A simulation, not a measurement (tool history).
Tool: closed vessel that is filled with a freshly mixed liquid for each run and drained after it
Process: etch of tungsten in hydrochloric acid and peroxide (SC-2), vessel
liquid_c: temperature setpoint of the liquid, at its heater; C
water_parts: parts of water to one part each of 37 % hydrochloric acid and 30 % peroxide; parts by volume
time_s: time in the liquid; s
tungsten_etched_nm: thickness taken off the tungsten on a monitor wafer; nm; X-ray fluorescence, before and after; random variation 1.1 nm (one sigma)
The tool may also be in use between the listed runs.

run	hour	liquid_c	water_parts	time_s	tungsten_etched_nm
1	0.0	56.0	9	265	71.695
2	4.3	56.0	9	285	76.818
3	6.7	58.5	9	285	89.781
4	8.1	61.0	9	285	103.560
5	9.3	61.0	9	285	105.700
6	15.2	61.0	9	285	104.550
7	21.5	63.0	9	285	117.670

Run 8 comes next. What will it give?
8	25.4	64.5	9	285	?

tungsten_etched_nm: 129.540 nm

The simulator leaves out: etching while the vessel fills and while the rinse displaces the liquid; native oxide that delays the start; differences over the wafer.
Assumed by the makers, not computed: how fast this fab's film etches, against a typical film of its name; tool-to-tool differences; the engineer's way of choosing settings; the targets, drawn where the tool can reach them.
